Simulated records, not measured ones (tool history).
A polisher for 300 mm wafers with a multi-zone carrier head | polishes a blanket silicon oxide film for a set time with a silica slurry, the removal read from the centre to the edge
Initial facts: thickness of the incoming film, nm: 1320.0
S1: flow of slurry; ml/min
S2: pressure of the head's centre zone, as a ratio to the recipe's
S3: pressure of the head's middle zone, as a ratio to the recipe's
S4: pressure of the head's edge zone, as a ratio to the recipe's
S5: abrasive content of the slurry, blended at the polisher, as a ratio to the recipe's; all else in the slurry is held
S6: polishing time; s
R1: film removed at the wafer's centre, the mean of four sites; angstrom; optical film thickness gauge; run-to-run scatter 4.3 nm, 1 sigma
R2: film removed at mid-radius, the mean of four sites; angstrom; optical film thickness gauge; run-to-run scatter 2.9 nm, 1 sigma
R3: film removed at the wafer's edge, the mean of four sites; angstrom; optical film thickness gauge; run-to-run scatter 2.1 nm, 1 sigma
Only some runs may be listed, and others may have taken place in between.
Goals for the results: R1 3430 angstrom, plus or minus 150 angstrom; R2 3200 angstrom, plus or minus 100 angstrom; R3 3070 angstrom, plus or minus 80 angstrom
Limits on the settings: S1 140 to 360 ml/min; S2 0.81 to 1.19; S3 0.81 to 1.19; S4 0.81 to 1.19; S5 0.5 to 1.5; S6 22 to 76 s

run	day	S1	S2	S3	S4	S5	S6	R1	R2	R3
1	0	230	1	1	1	1	49	2246.3	2303.3	2271.3
2	0.204	230	0.95	1	1	1	49	2142.5	2340.7	2283.4
3	0.308	230	0.95	1	1	1	39	1732.4	1819.9	1828.5
4	0.371	230	0.95	1	1	1.2	39	1815.8	1976.4	1965.1
5	0.729	195	0.95	1	1	1.2	39	1787.7	1935.7	1941.5
6	1.008	210	0.99	1.01	1.01	1.25	41	2012.6	2078.3	2074.3
7	1.262	210	0.99	1.01	1.01	1.25	41	2032.6	2103.5	2055.7
8	1.533	220	1.01	1.01	1.03	1.3	43	2209.9	2250.1	2258.1
9	1.883	230	1.04	1.03	1.05	1.35	44	2360.2	2364.6	2371.5
10	2.142	240	1.06	1.05	1.06	1.35	45	2410.3	2476.9	2424.4
11	2.308	245	1.08	1.05	1.06	1.35	46	2580.5	2545.2	2469.7
12	2.383	250	1.1	1.06	1.07	1.35	47	2745.9	2620.2	2587.7
13	2.667	260	1.11	1.07	1.08	1.35	47	2731.4	2663.4	2586.1
14	2.738	265	1.12	1.08	1.09	1.35	48	2812.9	2705.9	2601.4
15	2.796	265	1.13	1.08	1.09	1.35	49	2926.9	2811.8	2723.5
16	2.829	270	1.14	1.09	1.1	1.35	49	2995.1	2792.6	2737.8
17	2.896	275	1.15	1.1	1.11	1.35	49	2924.8	2806.1	2721

Pick the move, out of 4, that brings all results within their allowed miss; only one does.
A	2.962	350	1.19	0.98	1.19	1	56	?	?	?
B	2.962	285	1.12	1.07	1.17	1.4	41	?	?	?
C	2.962	155	1.08	0.95	1.19	1.25	53	?	?	?
D	2.962	325	1.19	1.13	1.15	1.35	54	?	?	?

move	R1	R2	R3
A	3145.1	2715.7	2942.2
B	2403.2	2354.5	2376.4
C	2629.6	2471.2	2809
D	3364.6	3229.7	3090.3
A: lands further from the targets than the last run did
B: lands further from the targets than the last run did
C: lands further from the targets than the last run did
D: hits every target within its allowed miss
D is the move that brings every result within its allowed miss.
